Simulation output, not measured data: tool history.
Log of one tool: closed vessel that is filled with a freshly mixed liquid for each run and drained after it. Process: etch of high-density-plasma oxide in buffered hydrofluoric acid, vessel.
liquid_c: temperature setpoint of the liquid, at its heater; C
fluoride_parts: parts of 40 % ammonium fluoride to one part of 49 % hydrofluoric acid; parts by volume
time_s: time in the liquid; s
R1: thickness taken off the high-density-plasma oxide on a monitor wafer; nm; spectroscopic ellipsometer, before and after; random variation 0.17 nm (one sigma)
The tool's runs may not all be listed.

{"run": 1, "hour": 0.0, "liquid_c": 20, "fluoride_parts": 18, "time_s": 30, "R1": 17.265}
{"run": 2, "hour": 2.2, "liquid_c": 21.5, "fluoride_parts": 18, "time_s": 30, "R1": 18.5}
{"run": 3, "hour": 11.0, "liquid_c": 22.5, "fluoride_parts": 18, "time_s": 30, "R1": 19.72}
{"run": 4, "hour": 11.6, "liquid_c": 22.5, "fluoride_parts": 20, "time_s": 30, "R1": 17.501}
{"run": 5, "hour": 20.3, "liquid_c": 19, "fluoride_parts": 20, "time_s": 30, "R1": 14.632}
{"run": 6, "hour": 28.8, "liquid_c": 21.5, "fluoride_parts": 20, "time_s": 30, "R1": 16.754}
{"run": 7, "hour": 30.9, "liquid_c": 23, "fluoride_parts": 20, "time_s": 30, "R1": 18.222}

Forecast run 8:
{"run": 8, "hour": 35.8, "liquid_c": 24, "fluoride_parts": 20, "time_s": 30, "R1": "?"}

Run 8 gave R1 19.254 nm.
